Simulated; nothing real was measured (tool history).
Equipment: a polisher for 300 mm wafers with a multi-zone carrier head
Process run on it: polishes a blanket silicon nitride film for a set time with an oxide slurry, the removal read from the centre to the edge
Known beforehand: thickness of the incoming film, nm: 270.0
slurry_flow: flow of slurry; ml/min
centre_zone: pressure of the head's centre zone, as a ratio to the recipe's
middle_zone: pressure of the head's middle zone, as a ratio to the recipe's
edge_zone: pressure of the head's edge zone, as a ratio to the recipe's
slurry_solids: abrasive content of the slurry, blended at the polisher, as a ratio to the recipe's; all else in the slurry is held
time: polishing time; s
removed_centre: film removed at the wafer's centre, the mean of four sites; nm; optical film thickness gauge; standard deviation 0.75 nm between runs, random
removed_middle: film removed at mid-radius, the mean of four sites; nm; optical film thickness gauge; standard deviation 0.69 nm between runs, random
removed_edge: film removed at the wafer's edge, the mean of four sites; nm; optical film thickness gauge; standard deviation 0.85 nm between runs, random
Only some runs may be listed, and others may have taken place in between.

run,hour,slurry_flow,centre_zone,middle_zone,edge_zone,slurry_solids,time,removed_centre,removed_middle,removed_edge
1,0.0,195,1.00,1.00,1.00,1.00,80,87.786,88.381,85.428
2,7.6,195,1.08,1.00,1.00,1.00,80,94.905,88.556,86.313
3,9.7,150,1.08,1.00,1.00,1.00,80,93.505,84.315,85.626
4,15.0,150,1.14,1.00,1.00,1.00,80,96.638,85.051,85.396
5,16.6,150,1.14,1.00,1.07,1.00,80,94.689,85.772,84.581
6,19.8,150,1.14,1.00,1.07,1.00,97,116.930,102.830,103.130
7,23.6,160,1.13,1.01,1.07,0.95,94,110.660,99.044,102.360

Expected results for the next run?
8,29.1,170,1.13,1.03,1.07,0.95,89,?,?,?

Run 8 measured removed_centre 106.270 nm, removed_middle 95.945 nm, removed_edge 94.570 nm.

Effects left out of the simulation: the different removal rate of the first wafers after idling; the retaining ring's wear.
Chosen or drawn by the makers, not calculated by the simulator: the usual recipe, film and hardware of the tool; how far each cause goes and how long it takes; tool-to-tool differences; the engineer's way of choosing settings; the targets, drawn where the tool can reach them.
